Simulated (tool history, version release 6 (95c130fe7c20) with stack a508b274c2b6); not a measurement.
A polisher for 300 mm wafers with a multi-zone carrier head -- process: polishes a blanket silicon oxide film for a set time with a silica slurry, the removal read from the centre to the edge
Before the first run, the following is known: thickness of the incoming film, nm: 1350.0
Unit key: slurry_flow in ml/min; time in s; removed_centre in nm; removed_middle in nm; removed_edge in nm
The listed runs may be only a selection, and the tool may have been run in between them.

run	day	slurry_flow	centre_zone	middle_zone	edge_zone	slurry_solids	time	removed_centre	removed_middle	removed_edge
1	0.000	300	1.00	1.00	1.00	1.00	65	257.01	253.17	260.17
2	0.079	300	1.00	1.00	1.00	0.90	65	248.07	244.81	243.66
3	0.225	300	1.01	1.00	1.01	0.95	65	253.89	244.32	259.33
4	0.500	300	1.02	1.01	1.01	1.00	65	261.69	256.72	250.11
5	0.633	300	1.02	1.01	1.01	1.15	65	271.64	264.22	275.71
6	0.771	300	1.02	1.01	1.08	1.15	65	272.99	277.90	278.01
7	1.038	300	1.02	1.01	1.08	1.15	65	272.27	271.17	285.10

What does the tool deliver on the next run?
8	1.129	300	1.03	1.01	1.08	1.20	65	?	?	?

Run 8 gave removed_centre 278.14 nm, removed_middle 271.69 nm, removed_edge 281.26 nm.
